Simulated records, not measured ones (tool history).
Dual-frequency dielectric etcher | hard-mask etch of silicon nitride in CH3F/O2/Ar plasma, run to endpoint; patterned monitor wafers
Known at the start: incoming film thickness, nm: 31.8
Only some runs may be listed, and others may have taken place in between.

run 1 day=0.000 | source_power_(W)=340 bias_power_(W)=94 | endpoint_time_(s)=39.025
run 2 day=0.217 | source_power_(W)=380 bias_power_(W)=94 | endpoint_time_(s)=37.220
run 3 day=0.304 | source_power_(W)=380 bias_power_(W)=107 | endpoint_time_(s)=34.915
run 4 day=0.625 | source_power_(W)=420 bias_power_(W)=107 | endpoint_time_(s)=33.624
run 5 day=0.983 | source_power_(W)=390 bias_power_(W)=107 | endpoint_time_(s)=34.464
run 6 day=1.029 | source_power_(W)=390 bias_power_(W)=124 | endpoint_time_(s)=32.721
run 7 day=1.079 | source_power_(W)=340 bias_power_(W)=115 | endpoint_time_(s)=35.439
run 8 day=1.242 | source_power_(W)=300 bias_power_(W)=107 | endpoint_time_(s)=39.629
run 9 day=1.325 | source_power_(W)=280 bias_power_(W)=106 | endpoint_time_(s)=40.564

Forecast run 10:
run 10 day=1.567 | source_power_(W)=260 bias_power_(W)=105 | endpoint_time_(s)=?

{"run 10": {"endpoint time (s)": 42.277}}
